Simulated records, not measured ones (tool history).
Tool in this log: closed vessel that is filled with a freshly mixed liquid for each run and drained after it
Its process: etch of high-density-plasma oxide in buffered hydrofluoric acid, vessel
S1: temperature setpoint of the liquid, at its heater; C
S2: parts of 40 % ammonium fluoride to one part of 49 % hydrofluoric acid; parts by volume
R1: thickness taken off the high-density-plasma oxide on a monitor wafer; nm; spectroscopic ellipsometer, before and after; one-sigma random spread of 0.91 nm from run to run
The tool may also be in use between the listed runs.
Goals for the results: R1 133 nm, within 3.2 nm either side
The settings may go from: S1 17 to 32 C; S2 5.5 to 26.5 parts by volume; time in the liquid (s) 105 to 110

{"run": 1, "hour": 0.0, "S1": 25, "S2": 16, "time in the liquid (s)": 105, "R1": 85.689}
{"run": 2, "hour": 3.6, "S1": 25, "S2": 14, "time in the liquid (s)": 105, "R1": 97.954}
{"run": 3, "hour": 10.6, "S1": 26.5, "S2": 14, "time in the liquid (s)": 105, "R1": 105.85}
{"run": 4, "hour": 12.7, "S1": 26.5, "S2": 11.5, "time in the liquid (s)": 105, "R1": 128.01}
{"run": 5, "hour": 21.4, "S1": 26.5, "S2": 7, "time in the liquid (s)": 105, "R1": 203.92}
{"run": 6, "hour": 29.8, "S1": 26.5, "S2": 5.5, "time in the liquid (s)": 105, "R1": 250.69}
{"run": 7, "hour": 33.4, "S1": 24, "S2": 6, "time in the liquid (s)": 105, "R1": 204.38}
{"run": 8, "hour": 37.9, "S1": 22.5, "S2": 6.5, "time in the liquid (s)": 105, "R1": 175.99}
{"run": 9, "hour": 46.2, "S1": 21, "S2": 6.5, "time in the liquid (s)": 105, "R1": 161.03}
{"hour": 50.8, "done": "hydrofluoric acid flow meter replaced"}
{"run": 10, "hour": 50.8, "S1": 20, "S2": 6.5, "time in the liquid (s)": 105, "R1": 141.95}
{"run": 11, "hour": 57.2, "S1": 19.5, "S2": 6.5, "time in the liquid (s)": 105, "R1": 139.63}

Exercise: of the 5 proposed moves below, exactly one satisfies all targets within the stated allowed misses. Which move is it?
{"run": "A", "hour": 63.6, "S1": 20.5, "S2": 7.5, "time in the liquid (s)": 110, "R1": "?"}
{"run": "B", "hour": 63.6, "S1": 19.5, "S2": 6, "time in the liquid (s)": 105, "R1": "?"}
{"run": "C", "hour": 63.6, "S1": 24, "S2": 8, "time in the liquid (s)": 110, "R1": "?"}
{"run": "D", "hour": 63.6, "S1": 17, "S2": 5.5, "time in the liquid (s)": 110, "R1": "?"}
{"run": "E", "hour": 63.6, "S1": 17.5, "S2": 6, "time in the liquid (s)": 110, "R1": "?"}

move=A R1=132.97
move=B R1=147.81
move=C R1=150.38
move=D R1=144.74
move=E R1=138.32
A: meets every target
B: lands further from the targets than the last run did
C: lands further from the targets than the last run did
D: lands further from the targets than the last run did
E: nearer the targets than the last run, but a result is still out of spec
Correct choice: A, which meets every target
